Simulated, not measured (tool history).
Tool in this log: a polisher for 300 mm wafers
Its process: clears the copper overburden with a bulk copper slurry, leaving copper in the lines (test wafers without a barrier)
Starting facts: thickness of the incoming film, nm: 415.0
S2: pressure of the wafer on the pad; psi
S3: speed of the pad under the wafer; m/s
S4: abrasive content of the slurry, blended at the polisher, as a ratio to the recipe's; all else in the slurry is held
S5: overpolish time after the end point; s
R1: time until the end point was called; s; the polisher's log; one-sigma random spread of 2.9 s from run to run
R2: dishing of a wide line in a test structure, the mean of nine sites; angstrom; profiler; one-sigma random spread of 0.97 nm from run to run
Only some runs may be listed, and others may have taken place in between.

{"run": 1, "hour": 0.0, "flow of slurry (ml/min)": 165, "S2": 1.8, "S3": 0.86, "S4": 1, "S5": 26, "R1": 105.11, "R2": 548.35}
{"run": 2, "hour": 6.2, "flow of slurry (ml/min)": 165, "S2": 1.6, "S3": 0.82, "S4": 1, "S5": 29, "R1": 118.71, "R2": 521.55}
{"run": 3, "hour": 14.1, "flow of slurry (ml/min)": 160, "S2": 1.4, "S3": 0.78, "S4": 1, "S5": 33, "R1": 137.32, "R2": 505.31}
{"run": 4, "hour": 20.9, "flow of slurry (ml/min)": 160, "S2": 1.1, "S3": 0.78, "S4": 1, "S5": 33, "R1": 159.01, "R2": 455.28}
{"run": 5, "hour": 25.2, "flow of slurry (ml/min)": 160, "S2": 1, "S3": 0.74, "S4": 1, "S5": 36, "R1": 182.86, "R2": 435.84}
{"hour": 31.9, "done": "slurry nozzle cleaned"}
{"run": 6, "hour": 31.9, "flow of slurry (ml/min)": 160, "S2": 1, "S3": 0.86, "S4": 1, "S5": 36, "R1": 149.1, "R2": 475.87}
{"run": 7, "hour": 35.4, "flow of slurry (ml/min)": 160, "S2": 1, "S3": 0.82, "S4": 1, "S5": 38, "R1": 151.35, "R2": 495.52}
{"run": 8, "hour": 37.8, "flow of slurry (ml/min)": 160, "S2": 1, "S3": 0.78, "S4": 1, "S5": 40, "R1": 161.17, "R2": 508.09}
{"run": 9, "hour": 46.0, "flow of slurry (ml/min)": 160, "S2": 1, "S3": 0.74, "S4": 1, "S5": 41, "R1": 161.99, "R2": 501.35}
{"run": 10, "hour": 51.1, "flow of slurry (ml/min)": 160, "S2": 1, "S3": 0.74, "S4": 1, "S5": 41, "R1": 166, "R2": 473.69}

The next listed run, before its measurement:
{"run": 11, "hour": 57.1, "flow of slurry (ml/min)": 145, "S2": 1, "S3": 0.72, "S4": 0.95, "S5": 43, "R1": "?", "R2": "?"}

R1: 176.85 s
R2: 496.14 angstrom
